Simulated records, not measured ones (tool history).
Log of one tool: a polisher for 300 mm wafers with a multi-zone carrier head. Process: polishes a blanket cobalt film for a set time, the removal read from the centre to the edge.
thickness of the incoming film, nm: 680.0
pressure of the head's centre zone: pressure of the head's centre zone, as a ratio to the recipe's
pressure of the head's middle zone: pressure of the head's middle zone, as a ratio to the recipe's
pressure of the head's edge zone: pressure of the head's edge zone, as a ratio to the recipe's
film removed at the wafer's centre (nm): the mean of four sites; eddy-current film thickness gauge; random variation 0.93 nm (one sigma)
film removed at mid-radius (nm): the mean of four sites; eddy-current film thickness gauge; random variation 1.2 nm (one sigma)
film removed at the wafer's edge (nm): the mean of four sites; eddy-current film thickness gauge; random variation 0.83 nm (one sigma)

| run | hour | flow of slurry (ml/min) | pressure of the head's centre zone | pressure of the head's middle zone | pressure of the head's edge zone | polishing time (s) | film removed at the wafer's centre (nm) | film removed at mid-radius (nm) | film removed at the wafer's edge (nm) |
|---|---|---|---|---|---|---|---|---|---|
| 1 | 0 | 230 | 1 | 1 | 1 | 40 | 146.23 | 149.07 | 155.35 |
| 2 | 1 | 270 | 1 | 1 | 1 | 40 | 148.16 | 152.33 | 157.79 |
| 3 | 9.9 | 270 | 1 | 1 | 1 | 44 | 161.92 | 168.76 | 172.25 |
| 4 | 10.7 | 270 | 1 | 1 | 1 | 51 | 192.18 | 189.92 | 200.85 |
| 5 | 15.1 | 235 | 0.99 | 0.98 | 0.95 | 42 | 152.35 | 154.43 | 157.8 |
| 6 | 18.6 | 235 | 0.99 | 0.98 | 0.92 | 42 | 152.39 | 151.85 | 154.42 |
| 7 | 27 | 210 | 0.98 | 0.98 | 0.89 | 35 | 124.57 | 126.29 | 126.18 |

The next listed run, before its measurement:
| 8 | 27.7 | 190 | 0.98 | 1 | 0.87 | 30 | ? | ? | ? |

film removed at the wafer's centre (nm): 105.58
film removed at mid-radius (nm): 107.23
film removed at the wafer's edge (nm): 106.45
